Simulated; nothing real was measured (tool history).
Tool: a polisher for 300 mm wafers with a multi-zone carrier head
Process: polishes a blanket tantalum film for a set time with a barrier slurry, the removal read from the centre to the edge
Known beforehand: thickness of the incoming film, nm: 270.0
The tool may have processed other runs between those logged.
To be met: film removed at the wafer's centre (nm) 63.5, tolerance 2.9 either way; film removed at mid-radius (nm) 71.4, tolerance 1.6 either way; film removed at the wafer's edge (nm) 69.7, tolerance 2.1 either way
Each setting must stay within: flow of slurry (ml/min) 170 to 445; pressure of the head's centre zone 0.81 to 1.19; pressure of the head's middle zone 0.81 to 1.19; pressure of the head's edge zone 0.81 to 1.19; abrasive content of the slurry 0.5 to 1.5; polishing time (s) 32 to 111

run    day  flow of slurry (ml/min)  pressure of the head's centre zone  pressure of the head's middle zone  pressure of the head's edge zone  abrasive content of the slurry  polishing time (s)  film removed at the wafer's centre (nm)  film removed at mid-radius (nm)  film removed at the wafer's edge (nm)
  1      0                      285                                   1                                   1                                 1                               1                  71                                   104.46                           103.28                                 102.84
  2  0.308                      285                                   1                                   1                                 1                               1                  78                                      112                           113.79                                 113.24
  3  0.579                      285                                   1                                   1                              1.04                               1                  78                                   114.82                           114.98                                 116.21
  4  0.808                      230                                   1                                   1                              1.04                               1                  78                                   112.06                           111.73                                 113.74
  5  0.996                      230                                0.97                                0.99                                 1                             0.9                  74                                   99.738                           101.15                                  102.1
  6  1.104                      230                                0.97                                0.99                                 1                             0.7                  74                                   88.829                            92.21                                 93.368
  7  1.246                      230                                0.95                                0.98                              0.97                            0.65                  72                                   83.976                           86.308                                 85.243
  8  1.571                      225                                0.92                                0.97                              0.96                             0.6                  71                                   76.129                           80.479                                 81.679
  9  1.608                      225                                 0.9                                0.97                              0.93                             0.6                  71                                   73.094                           81.344                                 79.856
 10  1.933                      225                                0.89                                0.96                              0.91                             0.6                  71                                   73.379                           79.884                                 79.514
 11  2.008                      215                                0.83                                0.97                              0.84                             0.5                  65                                   55.597                           66.616                                 62.897
 12  2.379                      235                                0.84                                0.97                              0.85                             0.5                  65                                   58.319                           67.428                                 64.371
 13  2.575                      245                                0.84                                0.97                              0.87                             0.5                  65                                   58.471                           68.559                                 65.425
 14  2.654                      255                                0.85                                0.97                              0.88                             0.5                  65                                   58.459                           68.316                                 64.781
 15  2.888                      250                                0.86                                0.97                               0.9                             0.5                  65                                   59.346                           67.677                                  66.08
 16  3.167                      250                                0.87                                0.98                              0.91                             0.5                  65                                   61.333                           68.331                                 67.438
 17  3.483                      250                                0.87                                0.99                              0.92                             0.5                  65                                    60.89                            69.57                                 67.348
 18  3.683                      250                                0.87                                0.99                              0.93                             0.5                  65                                   61.174                           68.806                                 67.046
 19  3.712                      250                                0.87                                0.99                              0.94                             0.5                  65                                   60.574                           68.916                                 67.584
 20  3.858                      245                                0.88                                   1                              0.95                             0.5                  65                                    61.65                           68.531                                  68.27

Below are 4 possible settings for the next run. Only one of them brings all results inside the allowed miss of their targets. Which is it?
  A  4.004                      240                                0.95                                1.03                              0.92                             0.5                  64                                        ?                                ?                                      ?
  B  4.004                      255                                0.92                                0.97                              1.04                            0.55                  57                                        ?                                ?                                      ?
  C  4.004                      185                                0.91                                   1                              1.02                             0.6                  58                                        ?                                ?                                      ?
  D  4.004                      215                                0.91                                1.03                              0.97                             0.5                  67                                        ?                                ?                                      ?

move  film removed at the wafer's centre (nm)  film removed at mid-radius (nm)  film removed at the wafer's edge (nm)
   A                                    63.49                           70.052                                  66.02
   B                                   58.166                           63.608                                 66.118
   C                                   57.825                            65.63                                 67.037
   D                                   62.502                           72.159                                 69.995
A: brings the result that was furthest off to its target, and leaves another outside
B: moves away from the targets compared with the last run
C: moves away from the targets compared with the last run
D: each result inside its tolerance
Answer: D
